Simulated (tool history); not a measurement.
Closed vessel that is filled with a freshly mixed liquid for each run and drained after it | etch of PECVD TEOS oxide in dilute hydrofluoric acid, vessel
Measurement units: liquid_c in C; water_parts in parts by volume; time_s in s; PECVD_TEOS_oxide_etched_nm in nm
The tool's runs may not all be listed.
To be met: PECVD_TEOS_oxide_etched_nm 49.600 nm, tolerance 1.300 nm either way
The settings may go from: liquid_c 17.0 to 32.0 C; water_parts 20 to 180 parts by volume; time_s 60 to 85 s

run,hour,liquid_c,water_parts,time_s,PECVD_TEOS_oxide_etched_nm
1,0.0,24.0,100,85,13.360
2,4.2,25.0,90,85,15.586
3,5.1,26.0,80,85,18.345
4,7.6,29.0,80,85,20.739
5,13.5,27.0,80,85,19.256
6,16.3,27.5,70,85,22.901
7,22.5,28.0,65,85,25.206
8,24.4,28.5,60,85,28.011
9,33.2,29.0,55,85,31.446
10,38.9,29.5,50,85,35.095
11,44.3,30.0,50,85,36.019
12,48.9,31.0,40,85,47.841

Next run, 4 choices. One meets every target within its allowed miss, the rest don't. Which?
A,53.5,26.5,35,85,?
B,53.5,32.0,40,85,?
C,53.5,30.0,40,85,?
D,53.5,30.5,40,85,?

move,PECVD_TEOS_oxide_etched_nm
A,46.079
B,49.842
C,46.073
D,46.993
A: misses by more than the last run did
B: all results land within tolerance of their targets
C: misses by more than the last run did
D: misses by more than the last run did
Correct choice: B, which meets every target
